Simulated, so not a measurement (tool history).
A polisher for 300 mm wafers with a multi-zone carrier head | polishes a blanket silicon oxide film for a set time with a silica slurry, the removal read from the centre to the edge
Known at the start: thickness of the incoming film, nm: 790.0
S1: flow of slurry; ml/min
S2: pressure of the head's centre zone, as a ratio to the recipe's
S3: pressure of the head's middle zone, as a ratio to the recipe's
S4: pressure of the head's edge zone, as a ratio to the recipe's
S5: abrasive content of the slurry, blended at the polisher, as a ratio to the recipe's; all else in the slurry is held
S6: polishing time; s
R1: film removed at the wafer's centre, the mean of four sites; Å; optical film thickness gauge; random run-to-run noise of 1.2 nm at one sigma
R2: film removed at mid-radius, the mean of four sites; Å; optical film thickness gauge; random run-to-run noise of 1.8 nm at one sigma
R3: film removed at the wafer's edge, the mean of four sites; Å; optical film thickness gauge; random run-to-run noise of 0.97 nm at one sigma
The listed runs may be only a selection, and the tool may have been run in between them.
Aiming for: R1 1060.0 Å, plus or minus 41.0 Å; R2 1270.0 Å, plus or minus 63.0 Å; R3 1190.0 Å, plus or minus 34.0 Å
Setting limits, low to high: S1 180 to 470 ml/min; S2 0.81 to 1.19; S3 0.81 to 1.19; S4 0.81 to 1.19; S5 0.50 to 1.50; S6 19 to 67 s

run 1 hour=0.0 | S1=300 S2=1.00 S3=1.00 S4=1.00 S5=1.00 S6=43 | R1=1634.2 R2=1690.6 R3=1539.1
run 2 hour=3.7 | S1=290 S2=0.94 S3=0.98 S4=0.98 S5=0.85 S6=43 | R1=1464.6 R2=1552.4 R3=1439.0
run 3 hour=6.7 | S1=290 S2=0.94 S3=1.05 S4=0.98 S5=0.85 S6=43 | R1=1478.7 R2=1618.6 R3=1440.6
run 4 hour=14.2 | S1=280 S2=0.90 S3=1.05 S4=0.99 S5=0.75 S6=42 | R1=1299.3 R2=1517.0 R3=1352.4
run 5 hour=19.5 | S1=275 S2=0.88 S3=1.03 S4=0.98 S5=0.65 S6=42 | R1=1206.7 R2=1411.7 R3=1284.1
run 6 hour=20.3 | S1=275 S2=0.96 S3=1.03 S4=0.98 S5=0.65 S6=42 | R1=1289.7 R2=1424.1 R3=1264.6
run 7 hour=26.8 | S1=265 S2=0.92 S3=1.02 S4=0.98 S5=0.60 S6=42 | R1=1200.4 R2=1365.6 R3=1231.4
run 8 hour=30.3 | S1=255 S2=0.89 S3=1.01 S4=0.98 S5=0.60 S6=42 | R1=1179.2 R2=1344.2 R3=1209.5
run 9 hour=33.4 | S1=255 S2=0.86 S3=1.00 S4=0.99 S5=0.60 S6=42 | R1=1161.3 R2=1294.3 R3=1226.2

Next run, 4 choices. One meets every target within its allowed miss, the rest don't. Which?
run A hour=36.5 | S1=270 S2=0.87 S3=1.11 S4=0.93 S5=0.65 S6=39 | R1=? R2=? R3=?
run B hour=36.5 | S1=235 S2=0.92 S3=1.04 S4=0.95 S5=0.60 S6=42 | R1=? R2=? R3=?
run C hour=36.5 | S1=215 S2=0.90 S3=0.95 S4=0.97 S5=0.55 S6=45 | R1=? R2=? R3=?
run D hour=36.5 | S1=275 S2=0.84 S3=1.00 S4=1.00 S5=0.50 S6=43 | R1=? R2=? R3=?

move=A R1=1120.2 R2=1405.5 R3=1150.9
move=B R1=1221.7 R2=1372.5 R3=1204.1
move=C R1=1227.0 R2=1308.0 R3=1253.8
move=D R1=1080.2 R2=1285.6 R3=1189.3
A: moves toward the targets from the last run without getting all of them in spec
B: its largest miss is bigger than the last run's
C: its largest miss is bigger than the last run's
D: every result within its allowed miss
D meets every target.
